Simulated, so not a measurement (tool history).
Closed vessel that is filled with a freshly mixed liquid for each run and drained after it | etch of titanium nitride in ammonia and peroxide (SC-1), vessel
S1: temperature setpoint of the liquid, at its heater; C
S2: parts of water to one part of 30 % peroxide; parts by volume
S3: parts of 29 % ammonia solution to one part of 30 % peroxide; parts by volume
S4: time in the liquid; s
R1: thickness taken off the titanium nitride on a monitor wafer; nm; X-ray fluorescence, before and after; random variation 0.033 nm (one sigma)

| run | day | S1 | S2 | S3 | S4 | R1 |
|---|---|---|---|---|---|---|
| 1 | 0 | 60 | 14 | 0.8 | 125 | 24.602 |
| 2 | 0.058 | 60 | 14 | 0.8 | 125 | 24.758 |
| 3 | 0.312 | 55.5 | 14 | 0.8 | 125 | 18.327 |
| 4 | 0.529 | 62.5 | 14 | 0.8 | 125 | 28.916 |
| 5 | 0.675 | 57.5 | 14 | 0.8 | 125 | 20.808 |
| 6 | 0.917 | 54 | 14 | 0.8 | 125 | 16.582 |
| 7 | 1.029 | 54 | 14 | 0.8 | 125 | 16.496 |
| 8 | 1.358 | 52 | 14 | 0.8 | 125 | 14.463 |
| 9 | 1.412 | 50.5 | 14 | 0.8 | 125 | 13.122 |
| 10 | 1.546 | 49.5 | 14 | 0.8 | 125 | 12.229 |
| 11 | 1.775 | 49 | 14 | 0.8 | 125 | 11.749 |
| 12 | 1.942 | 48.5 | 14 | 0.8 | 125 | 11.355 |

Run 13, settings as shown, results not yet in. Your forecast:
| 13 | 2.067 | 47 | 14 | 0.8 | 125 | ? |

{"run 13": {"R1": 10.242}}
